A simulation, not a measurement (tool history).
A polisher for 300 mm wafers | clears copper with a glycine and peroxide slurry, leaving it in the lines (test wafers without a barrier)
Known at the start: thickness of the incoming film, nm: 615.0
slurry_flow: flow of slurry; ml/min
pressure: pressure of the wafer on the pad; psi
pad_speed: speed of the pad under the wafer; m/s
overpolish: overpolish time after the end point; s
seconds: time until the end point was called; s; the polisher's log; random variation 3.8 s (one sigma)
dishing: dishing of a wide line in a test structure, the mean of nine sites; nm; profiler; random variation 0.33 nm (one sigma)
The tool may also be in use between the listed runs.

run	hour	slurry_flow	pressure	pad_speed	overpolish	seconds	dishing
1	0	265	2.4	0.78	30	146.16	60.945
2	5.2	315	2.4	0.78	30	141.74	60.724
3	9.7	315	2.3	0.74	28	151.03	53.644
4	16.6	315	2.2	0.72	27	162.35	51.848
5	20.6	320	2.1	0.7	25	161.51	47.202
6	24.4	255	2.1	0.7	25	173.51	44.884
7	31.3	255	2	0.68	24	179.86	42.992
8	32	250	1.4	0.5	10	265.11	13.807
9	34.3	245	1.5	0.5	11	244.38	16.245

Forecast run 10:
10	41.3	230	1.9	0.36	25	?	?

{"run 10": {"seconds": 254.48, "dishing": 33.012}}
